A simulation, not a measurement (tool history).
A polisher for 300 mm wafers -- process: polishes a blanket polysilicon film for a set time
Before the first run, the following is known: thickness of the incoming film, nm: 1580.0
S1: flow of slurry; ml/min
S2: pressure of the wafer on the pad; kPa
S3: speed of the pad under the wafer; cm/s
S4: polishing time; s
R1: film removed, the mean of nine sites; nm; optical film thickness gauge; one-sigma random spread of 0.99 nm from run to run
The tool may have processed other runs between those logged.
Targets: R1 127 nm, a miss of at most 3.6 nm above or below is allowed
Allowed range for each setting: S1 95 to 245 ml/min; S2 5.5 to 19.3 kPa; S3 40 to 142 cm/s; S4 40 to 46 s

run	day	S1	S2	S3	S4	R1
1	0	155	12.4	90	46	225.62
2	0.033	155	12.4	90	40	194.13
3	0.342	175	12.4	90	40	196.63
4	0.562	175	12.4	90	40	197.4
5	0.846	155	12.4	90	40	192.51
6	0.879	150	11.7	90	40	185.24
7	1.171	150	11	90	40	178.09
8	1.333	150	10.3	90	40	170.62
9	1.421	150	9.7	90	40	163.6
10	1.462	150	9	90	40	153.54
11	1.762	150	8.3	90	40	147.65
12	1.921	125	6.2	90	40	119
13	1.967	130	6.2	90	40	121.1
14	2.204	130	6.2	90	40	120.79

Exactly one of the 5 candidate moves below puts every result within its allowed miss. Which one?
A	2.442	110	6.9	88	42	?
B	2.442	140	6.2	76	45	?
C	2.442	150	5.5	84	43	?
D	2.442	155	5.5	92	40	?
E	2.442	150	8.3	74	40	?

move	R1
A	125.81
B	116.92
C	117.27
D	119.89
E	121.26
A: all results in spec
B: the biggest miss grows against the last run
C: the biggest miss grows against the last run
D: the biggest miss grows against the last run
E: moves toward the targets from the last run without getting all of them in spec
Correct choice: A, which meets every target
